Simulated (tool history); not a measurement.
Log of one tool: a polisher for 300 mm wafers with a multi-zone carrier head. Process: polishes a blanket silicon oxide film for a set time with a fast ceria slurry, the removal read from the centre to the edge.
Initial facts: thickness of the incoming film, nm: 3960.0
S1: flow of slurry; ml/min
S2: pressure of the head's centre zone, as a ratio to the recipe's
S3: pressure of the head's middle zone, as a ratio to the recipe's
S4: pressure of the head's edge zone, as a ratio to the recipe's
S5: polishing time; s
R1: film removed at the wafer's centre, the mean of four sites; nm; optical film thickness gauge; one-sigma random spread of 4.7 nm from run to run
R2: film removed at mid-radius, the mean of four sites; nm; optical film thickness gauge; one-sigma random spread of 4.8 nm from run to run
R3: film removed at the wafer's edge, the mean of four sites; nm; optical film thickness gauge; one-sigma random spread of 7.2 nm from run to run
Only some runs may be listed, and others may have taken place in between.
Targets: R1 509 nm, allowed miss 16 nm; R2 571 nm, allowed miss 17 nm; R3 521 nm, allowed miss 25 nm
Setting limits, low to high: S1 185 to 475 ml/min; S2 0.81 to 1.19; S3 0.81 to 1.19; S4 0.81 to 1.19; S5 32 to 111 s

run,hour,S1,S2,S3,S4,S5,R1,R2,R3
1,0,305,1,1,1,71,856.42,852.08,827.72
2,0.8,305,1.04,1,1,71,876.6,859.25,837.56
3,7.3,295,0.99,1,0.98,64,758.36,780.68,736.57
4,12.2,295,0.99,1.08,0.98,64,753.37,822.65,726.1
5,20.1,355,0.99,1.08,0.98,64,775.79,822.77,754.71
6,26.4,355,0.99,1.08,0.98,55,658.52,713.8,636.99
7,27.8,345,0.96,1.05,0.96,53,621.94,677.17,623.91
8,30.4,330,0.95,1.04,0.94,51,590.27,633.91,596.06
9,32.1,320,0.94,1.05,0.91,50,572.8,641.35,546.9
10,38.9,315,0.92,1.03,0.9,50,561.66,619.43,555.9
11,45.5,310,0.9,1.02,0.88,50,542.95,617.05,546.52
12,46.9,310,0.89,1,0.87,50,544.9,612.16,543.65
13,52,305,0.88,0.99,0.86,50,533.97,596.89,562.91
14,54.4,300,0.88,0.99,0.85,49,529.78,594.13,533.92

Consider the 4 candidate settings below. Which is the only one whose results all fall within their allowed miss of target?
A,56.8,355,0.91,0.93,0.92,45,?,?,?
B,56.8,295,0.85,0.84,0.95,49,?,?,?
C,56.8,255,0.91,1.02,0.91,47,?,?,?
D,56.8,300,0.92,0.94,0.85,49,?,?,?

move,R1,R2,R3
A,501.44,522.04,512.61
B,504.42,519.29,559.31
C,506.78,567.19,520.32
D,542.8,564.9,534.99
A: carries the result that was furthest off beyond its target, to the other side
B: carries the result that was furthest off beyond its target, to the other side
C: every result lands within tolerance
D: gets the furthest-off result to its target, but another result is out of tolerance
C meets every target.

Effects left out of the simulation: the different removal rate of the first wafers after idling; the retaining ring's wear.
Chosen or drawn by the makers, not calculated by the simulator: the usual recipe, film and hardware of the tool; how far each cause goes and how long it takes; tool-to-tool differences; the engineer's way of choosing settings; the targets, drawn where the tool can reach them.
